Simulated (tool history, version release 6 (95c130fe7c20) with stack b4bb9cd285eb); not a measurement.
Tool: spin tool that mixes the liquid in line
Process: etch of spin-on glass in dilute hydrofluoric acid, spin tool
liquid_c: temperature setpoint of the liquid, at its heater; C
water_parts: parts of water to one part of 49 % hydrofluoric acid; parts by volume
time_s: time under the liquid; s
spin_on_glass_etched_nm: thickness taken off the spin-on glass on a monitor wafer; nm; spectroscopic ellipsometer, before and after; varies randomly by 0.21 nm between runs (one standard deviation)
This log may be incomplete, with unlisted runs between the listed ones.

| run | hour | liquid_c | water_parts | time_s | spin_on_glass_etched_nm |
|---|---|---|---|---|---|
| 1 | 0 | 22 | 140 | 50 | 11.956 |
| 2 | 2.7 | 20.5 | 140 | 50 | 11.13 |
| 3 | 6 | 21.5 | 130 | 50 | 12.691 |
| 4 | 8.2 | 22.5 | 125 | 50 | 13.72 |
| 5 | 15.4 | 23 | 120 | 50 | 14.557 |
| 6 | 24.3 | 23 | 160 | 50 | 10.55 |
| 7 | 31.4 | 23.5 | 150 | 50 | 11.578 |
| 8 | 32.2 | 27.5 | 95 | 50 | 22.612 |
| 9 | 39.8 | 29 | 80 | 50 | 29.132 |
| 10 | 43.5 | 29.5 | 80 | 50 | 29.684 |

Run 11, settings as shown, results not yet in. Your forecast:
| 11 | 50.5 | 30 | 80 | 50 | ? |

Run 11 yielded spin_on_glass_etched_nm 30.37 nm.
